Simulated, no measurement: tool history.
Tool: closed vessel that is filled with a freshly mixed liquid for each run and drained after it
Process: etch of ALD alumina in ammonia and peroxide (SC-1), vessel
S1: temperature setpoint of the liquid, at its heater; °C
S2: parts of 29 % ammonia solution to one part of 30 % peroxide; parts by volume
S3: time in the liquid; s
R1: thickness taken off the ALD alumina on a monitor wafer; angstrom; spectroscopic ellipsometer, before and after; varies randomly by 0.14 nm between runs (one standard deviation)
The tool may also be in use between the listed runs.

{"run": 1, "hour": 0.0, "S1": 59, "S2": 0.95, "S3": 685, "R1": 519.83}
{"run": 2, "hour": 3.5, "S1": 65, "S2": 0.95, "S3": 685, "R1": 704.83}
{"run": 3, "hour": 9.1, "S1": 61.5, "S2": 0.95, "S3": 685, "R1": 590.5}
{"run": 4, "hour": 15.9, "S1": 61.5, "S2": 0.7, "S3": 685, "R1": 577.65}
{"run": 5, "hour": 18.8, "S1": 61.5, "S2": 0.85, "S3": 685, "R1": 585.18}
{"run": 6, "hour": 27.4, "S1": 59, "S2": 0.85, "S3": 685, "R1": 517.18}

For run 7, what comes out?
{"run": 7, "hour": 31.2, "S1": 57.5, "S2": 0.85, "S3": 685, "R1": "?"}

Run 7 yielded R1 479.69 angstrom.
